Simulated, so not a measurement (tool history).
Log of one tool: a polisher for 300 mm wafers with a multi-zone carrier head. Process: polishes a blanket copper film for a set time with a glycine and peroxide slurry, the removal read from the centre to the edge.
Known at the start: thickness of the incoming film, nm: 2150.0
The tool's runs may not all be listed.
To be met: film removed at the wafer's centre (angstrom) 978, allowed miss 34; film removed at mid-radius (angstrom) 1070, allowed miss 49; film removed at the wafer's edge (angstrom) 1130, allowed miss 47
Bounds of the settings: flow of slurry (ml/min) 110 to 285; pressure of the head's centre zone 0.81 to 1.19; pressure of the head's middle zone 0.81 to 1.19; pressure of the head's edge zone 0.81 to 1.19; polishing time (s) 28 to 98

run,day,flow of slurry (ml/min),pressure of the head's centre zone,pressure of the head's middle zone,pressure of the head's edge zone,polishing time (s),film removed at the wafer's centre (angstrom),film removed at mid-radius (angstrom),film removed at the wafer's edge (angstrom)
1,0,180,1,1,1,63,1915.8,1949.9,1924
2,0.058,170,0.97,0.98,0.98,57,1667.1,1736.9,1708.6
3,0.15,160,0.94,0.95,0.97,52,1463.7,1552.4,1577.5
4,0.254,155,0.93,0.93,0.95,48,1320.7,1379,1390.3
5,0.538,150,0.91,0.91,0.94,47,1244.6,1338.7,1346.5
6,0.758,145,0.9,0.89,0.94,46,1219.7,1292.2,1334.9
7,0.8,140,0.88,0.87,0.93,45,1154.6,1217.4,1306.2
8,1.117,135,0.87,0.86,0.91,44,1129.8,1175.8,1247
9,1.25,130,0.86,0.86,0.91,43,1067,1121.4,1201.9
10,1.333,125,0.85,0.86,0.9,43,1045.9,1131.2,1223.4
11,1.4,125,0.85,0.86,0.89,42,1012.1,1108,1171.3
12,1.575,125,0.85,0.86,0.88,42,1009.7,1070.5,1181.9

5 next moves are on the table. One of them brings every result within its allowed miss. Which?
A,1.75,110,0.86,0.82,0.81,44,?,?,?
B,1.75,205,0.95,1,1.19,34,?,?,?
C,1.75,115,0.87,0.81,0.81,42,?,?,?
D,1.75,110,0.85,0.81,0.83,45,?,?,?
E,1.75,110,0.83,0.82,0.89,44,?,?,?

move,film removed at the wafer's centre (angstrom),film removed at mid-radius (angstrom),film removed at the wafer's edge (angstrom)
A,1066,1112,1170.8
B,995.83,1094.6,1148.5
C,1036.6,1057.3,1122.6
D,1077.4,1126,1210.5
E,1028.5,1112,1221.1
A: brings the result that was furthest off to its target, and leaves another outside
B: meets every target
C: brings the result that was furthest off to its target, and leaves another outside
D: further off than the last run
E: further off than the last run
The right move is B.
